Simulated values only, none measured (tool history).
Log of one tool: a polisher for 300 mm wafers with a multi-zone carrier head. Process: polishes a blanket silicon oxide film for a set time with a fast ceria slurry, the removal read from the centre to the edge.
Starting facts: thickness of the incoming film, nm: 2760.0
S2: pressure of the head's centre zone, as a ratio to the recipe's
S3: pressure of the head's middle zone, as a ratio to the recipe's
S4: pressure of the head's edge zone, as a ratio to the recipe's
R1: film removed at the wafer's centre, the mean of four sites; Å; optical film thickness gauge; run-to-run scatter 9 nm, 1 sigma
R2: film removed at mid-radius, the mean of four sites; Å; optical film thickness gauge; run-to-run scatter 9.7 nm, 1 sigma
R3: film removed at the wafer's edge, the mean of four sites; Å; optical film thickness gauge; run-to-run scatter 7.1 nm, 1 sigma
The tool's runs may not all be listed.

Run 1, hour 0: flow of slurry (ml/min) 165, S2 1, S3 1, S4 1, polishing time (s) 58. Result: R1 10710 Å, R2 10991 Å, R3 10324 Å.
Run 2, hour 5.5: flow of slurry (ml/min) 165, S2 1, S3 1.06, S4 1, polishing time (s) 58. Result: R1 10790 Å, R2 11757 Å, R3 10317 Å.
Run 3, hour 7.2: flow of slurry (ml/min) 150, S2 1.01, S3 1, S4 1.01, polishing time (s) 58. Result: R1 10606 Å, R2 10808 Å, R3 10370 Å.
Run 4, hour 15.1: flow of slurry (ml/min) 150, S2 1.01, S3 1, S4 1.01, polishing time (s) 66. Result: R1 12296 Å, R2 12278 Å, R3 11792 Å.
Run 5, hour 23.5: flow of slurry (ml/min) 150, S2 1.01, S3 1, S4 0.98, polishing time (s) 66. Result: R1 12213 Å, R2 12379 Å, R3 11582 Å.
Run 6, hour 28.9: flow of slurry (ml/min) 190, S2 1.01, S3 1, S4 0.98, polishing time (s) 66. Result: R1 12599 Å, R2 12700 Å, R3 11897 Å.

What will run 7 give?
Run 7, hour 34.4: flow of slurry (ml/min) 175, S2 0.99, S3 0.94, S4 0.95, polishing time (s) 64. Result: R1 ?, R2 ?, R3 ?.

Run 7 produced R1 12037 Å, R2 11598 Å, R3 11317 Å.
